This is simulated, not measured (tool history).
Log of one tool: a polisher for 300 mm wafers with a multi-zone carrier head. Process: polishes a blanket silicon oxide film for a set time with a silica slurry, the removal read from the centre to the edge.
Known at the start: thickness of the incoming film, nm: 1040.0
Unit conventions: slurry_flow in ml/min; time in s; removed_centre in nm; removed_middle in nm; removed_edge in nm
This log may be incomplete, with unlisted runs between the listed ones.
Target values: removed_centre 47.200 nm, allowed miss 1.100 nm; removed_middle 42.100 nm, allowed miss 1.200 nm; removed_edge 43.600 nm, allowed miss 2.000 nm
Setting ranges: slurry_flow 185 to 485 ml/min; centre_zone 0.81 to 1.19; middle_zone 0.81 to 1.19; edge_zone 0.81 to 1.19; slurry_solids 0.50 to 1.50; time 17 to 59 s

{"run": 1, "hour": 0.0, "slurry_flow": 310, "centre_zone": 1.0, "middle_zone": 1.0, "edge_zone": 1.0, "slurry_solids": 1.0, "time": 38, "removed_centre": 113.33, "removed_middle": 107.95, "removed_edge": 111.47}
{"run": 2, "hour": 6.0, "slurry_flow": 340, "centre_zone": 1.0, "middle_zone": 1.0, "edge_zone": 1.0, "slurry_solids": 1.0, "time": 38, "removed_centre": 113.91, "removed_middle": 108.99, "removed_edge": 110.89}
{"run": 3, "hour": 11.7, "slurry_flow": 340, "centre_zone": 1.0, "middle_zone": 1.0, "edge_zone": 0.92, "slurry_solids": 1.0, "time": 38, "removed_centre": 114.09, "removed_middle": 108.11, "removed_edge": 107.31}
{"run": 4, "hour": 12.9, "slurry_flow": 295, "centre_zone": 1.0, "middle_zone": 1.0, "edge_zone": 0.92, "slurry_solids": 1.0, "time": 38, "removed_centre": 111.82, "removed_middle": 106.49, "removed_edge": 108.1}
{"run": 5, "hour": 19.5, "slurry_flow": 295, "centre_zone": 1.0, "middle_zone": 1.0, "edge_zone": 0.92, "slurry_solids": 0.85, "time": 38, "removed_centre": 102.54, "removed_middle": 97.189, "removed_edge": 96.319}
{"run": 6, "hour": 24.2, "slurry_flow": 295, "centre_zone": 0.92, "middle_zone": 1.0, "edge_zone": 0.92, "slurry_solids": 0.85, "time": 38, "removed_centre": 95.288, "removed_middle": 96.114, "removed_edge": 98.253}
{"run": 7, "hour": 33.1, "slurry_flow": 305, "centre_zone": 0.92, "middle_zone": 0.99, "edge_zone": 0.91, "slurry_solids": 0.8, "time": 35, "removed_centre": 84.1, "removed_middle": 86.333, "removed_edge": 86.848}
{"run": 8, "hour": 40.6, "slurry_flow": 305, "centre_zone": 0.93, "middle_zone": 0.97, "edge_zone": 0.9, "slurry_solids": 0.75, "time": 33, "removed_centre": 77.33, "removed_middle": 77.51, "removed_edge": 77.497}
{"run": 9, "hour": 41.6, "slurry_flow": 300, "centre_zone": 0.93, "middle_zone": 0.95, "edge_zone": 0.89, "slurry_solids": 0.7, "time": 32, "removed_centre": 71.338, "removed_middle": 68.767, "removed_edge": 70.573}
{"run": 10, "hour": 45.2, "slurry_flow": 310, "centre_zone": 0.93, "middle_zone": 0.9, "edge_zone": 0.81, "slurry_solids": 0.5, "time": 22, "removed_centre": 36.586, "removed_middle": 34.943, "removed_edge": 35.291}
{"run": 11, "hour": 53.3, "slurry_flow": 310, "centre_zone": 0.95, "middle_zone": 0.91, "edge_zone": 0.83, "slurry_solids": 0.5, "time": 22, "removed_centre": 37.507, "removed_middle": 34.959, "removed_edge": 36.766}
{"run": 12, "hour": 61.2, "slurry_flow": 310, "centre_zone": 0.97, "middle_zone": 0.93, "edge_zone": 0.84, "slurry_solids": 0.5, "time": 22, "removed_centre": 37.769, "removed_middle": 35.771, "removed_edge": 35.537}
{"run": 13, "hour": 68.6, "slurry_flow": 310, "centre_zone": 0.99, "middle_zone": 0.94, "edge_zone": 0.87, "slurry_solids": 0.5, "time": 22, "removed_centre": 38.28, "removed_middle": 35.736, "removed_edge": 35.32}
{"run": 14, "hour": 76.3, "slurry_flow": 310, "centre_zone": 1.0, "middle_zone": 0.94, "edge_zone": 0.9, "slurry_solids": 0.5, "time": 22, "removed_centre": 39.063, "removed_middle": 35.52, "removed_edge": 37.343}
{"run": 15, "hour": 81.5, "slurry_flow": 310, "centre_zone": 1.02, "middle_zone": 0.96, "edge_zone": 0.92, "slurry_solids": 0.5, "time": 22, "removed_centre": 39.884, "removed_middle": 36.084, "removed_edge": 38.432}
{"run": 16, "hour": 82.1, "slurry_flow": 310, "centre_zone": 1.04, "middle_zone": 0.98, "edge_zone": 0.93, "slurry_solids": 0.5, "time": 22, "removed_centre": 40.525, "removed_middle": 36.727, "removed_edge": 37.251}
{"run": 17, "hour": 89.3, "slurry_flow": 310, "centre_zone": 1.05, "middle_zone": 0.99, "edge_zone": 0.95, "slurry_solids": 0.5, "time": 22, "removed_centre": 40.984, "removed_middle": 37.176, "removed_edge": 38.04}
{"run": 18, "hour": 94.9, "slurry_flow": 310, "centre_zone": 1.06, "middle_zone": 1.0, "edge_zone": 0.97, "slurry_solids": 0.5, "time": 22, "removed_centre": 40.596, "removed_middle": 37.291, "removed_edge": 37.323}
{"run": 19, "hour": 95.7, "slurry_flow": 310, "centre_zone": 1.07, "middle_zone": 1.0, "edge_zone": 0.99, "slurry_solids": 0.5, "time": 22, "removed_centre": 41.525, "removed_middle": 37.549, "removed_edge": 38.445}

Which single option among these 5 for the next run brings every result within its allowed miss of target? Just one does.
{"run": "A", "hour": 96.5, "slurry_flow": 355, "centre_zone": 0.86, "middle_zone": 0.95, "edge_zone": 1.06, "slurry_solids": 0.55, "time": 23, "removed_centre": "?", "removed_middle": "?", "removed_edge": "?"}
{"run": "B", "hour": 96.5, "slurry_flow": 290, "centre_zone": 0.91, "middle_zone": 0.92, "edge_zone": 1.14, "slurry_solids": 0.6, "time": 19, "removed_centre": "?", "removed_middle": "?", "removed_edge": "?"}
{"run": "C", "hour": 96.5, "slurry_flow": 315, "centre_zone": 1.06, "middle_zone": 0.98, "edge_zone": 0.94, "slurry_solids": 0.5, "time": 25, "removed_centre": "?", "removed_middle": "?", "removed_edge": "?"}
{"run": "D", "hour": 96.5, "slurry_flow": 340, "centre_zone": 0.96, "middle_zone": 1.04, "edge_zone": 1.14, "slurry_solids": 0.5, "time": 25, "removed_centre": "?", "removed_middle": "?", "removed_edge": "?"}
{"run": "E", "hour": 96.5, "slurry_flow": 355, "centre_zone": 0.82, "middle_zone": 0.91, "edge_zone": 1.09, "slurry_solids": 0.55, "time": 23, "removed_centre": "?", "removed_middle": "?", "removed_edge": "?"}

move=A removed_centre=39.748 removed_middle=41.116 removed_edge=45.825
move=B removed_centre=36.399 removed_middle=34.952 removed_edge=41.575
move=C removed_centre=46.941 removed_middle=41.392 removed_edge=42.808
move=D removed_centre=43.337 removed_middle=43.842 removed_edge=46.839
move=E removed_centre=38.116 removed_middle=39.685 removed_edge=46.428
A: lands further from the targets than the last run did
B: lands further from the targets than the last run did
C: all results land within tolerance of their targets
D: closer than the last run, but not yet in spec
E: lands further from the targets than the last run did
Move C is the one to make.
